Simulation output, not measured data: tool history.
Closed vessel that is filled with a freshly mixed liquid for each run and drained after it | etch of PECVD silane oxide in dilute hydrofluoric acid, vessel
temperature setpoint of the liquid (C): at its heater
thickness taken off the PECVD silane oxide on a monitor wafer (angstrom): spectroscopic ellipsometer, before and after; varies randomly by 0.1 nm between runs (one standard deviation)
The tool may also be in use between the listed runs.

run,hour,temperature setpoint of the liquid (C),parts of water to one part of 49 % hydrofluoric acid (parts by volume),time in the liquid (s),thickness taken off the PECVD silane oxide on a monitor wafer (angstrom)
1,0,26,130,30,39.088
2,3.9,26,165,30,29.764
3,5.7,27.5,165,30,31.972
4,9.5,27.5,165,30,30.894
5,11.4,29,130,30,43.695
6,18.5,29,150,30,37.469
7,22.3,29,150,30,36.874
8,30.4,30.5,120,30,50.738
9,35,31.5,100,30,64.734

Predict the results of run 10:
10,42.7,32,90,30,?

{"run 10": {"thickness taken off the PECVD silane oxide on a monitor wafer (angstrom)": 74.798}}
